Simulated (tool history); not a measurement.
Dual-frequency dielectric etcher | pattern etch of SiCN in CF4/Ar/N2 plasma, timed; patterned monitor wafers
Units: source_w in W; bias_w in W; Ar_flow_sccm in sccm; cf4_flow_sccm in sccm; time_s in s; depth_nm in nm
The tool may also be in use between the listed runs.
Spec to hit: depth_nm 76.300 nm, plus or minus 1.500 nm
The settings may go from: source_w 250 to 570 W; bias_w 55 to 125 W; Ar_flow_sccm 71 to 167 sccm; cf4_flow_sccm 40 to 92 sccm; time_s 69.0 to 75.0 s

{"run": 1, "hour": 0.0, "source_w": 410, "bias_w": 90, "Ar_flow_sccm": 119, "cf4_flow_sccm": 66, "time_s": 75.0, "depth_nm": 64.793}
{"run": 2, "hour": 4.2, "source_w": 430, "bias_w": 90, "Ar_flow_sccm": 119, "cf4_flow_sccm": 66, "time_s": 75.0, "depth_nm": 66.552}
{"run": 3, "hour": 7.1, "source_w": 450, "bias_w": 90, "Ar_flow_sccm": 119, "cf4_flow_sccm": 66, "time_s": 75.0, "depth_nm": 68.6}
{"run": 4, "hour": 16.0, "source_w": 490, "bias_w": 90, "Ar_flow_sccm": 119, "cf4_flow_sccm": 66, "time_s": 75.0, "depth_nm": 71.766}
{"run": 5, "hour": 23.2, "source_w": 490, "bias_w": 90, "Ar_flow_sccm": 119, "cf4_flow_sccm": 66, "time_s": 69.0, "depth_nm": 65.833}
{"run": 6, "hour": 28.0, "source_w": 490, "bias_w": 90, "Ar_flow_sccm": 119, "cf4_flow_sccm": 66, "time_s": 69.0, "depth_nm": 66.552}
{"run": 7, "hour": 28.9, "source_w": 510, "bias_w": 93, "Ar_flow_sccm": 118, "cf4_flow_sccm": 66, "time_s": 69.0, "depth_nm": 68.572}
{"run": 8, "hour": 34.9, "source_w": 520, "bias_w": 96, "Ar_flow_sccm": 116, "cf4_flow_sccm": 67, "time_s": 69.0, "depth_nm": 70.169}
{"run": 9, "hour": 36.8, "source_w": 530, "bias_w": 98, "Ar_flow_sccm": 115, "cf4_flow_sccm": 68, "time_s": 69.0, "depth_nm": 72.372}

Consider the 5 candidate settings below. Which is the only one whose results all fall within their allowed miss of target?
{"run": "A", "hour": 38.7, "source_w": 540, "bias_w": 106, "Ar_flow_sccm": 97, "cf4_flow_sccm": 61, "time_s": 73.0, "depth_nm": "?"}
{"run": "B", "hour": 38.7, "source_w": 510, "bias_w": 82, "Ar_flow_sccm": 102, "cf4_flow_sccm": 61, "time_s": 73.5, "depth_nm": "?"}
{"run": "C", "hour": 38.7, "source_w": 510, "bias_w": 92, "Ar_flow_sccm": 122, "cf4_flow_sccm": 71, "time_s": 69.0, "depth_nm": "?"}
{"run": "D", "hour": 38.7, "source_w": 570, "bias_w": 96, "Ar_flow_sccm": 98, "cf4_flow_sccm": 71, "time_s": 71.5, "depth_nm": "?"}
{"run": "E", "hour": 38.7, "source_w": 510, "bias_w": 104, "Ar_flow_sccm": 124, "cf4_flow_sccm": 78, "time_s": 73.0, "depth_nm": "?"}

move=A depth_nm=79.404
move=B depth_nm=71.469
move=C depth_nm=69.184
move=D depth_nm=80.314
move=E depth_nm=76.726
A: the result that was furthest off in the last run now lies on the other side of its target
B: moves away from the targets compared with the last run
C: moves away from the targets compared with the last run
D: the result that was furthest off in the last run now lies on the other side of its target
E: meets every target
Move E is the one to make.
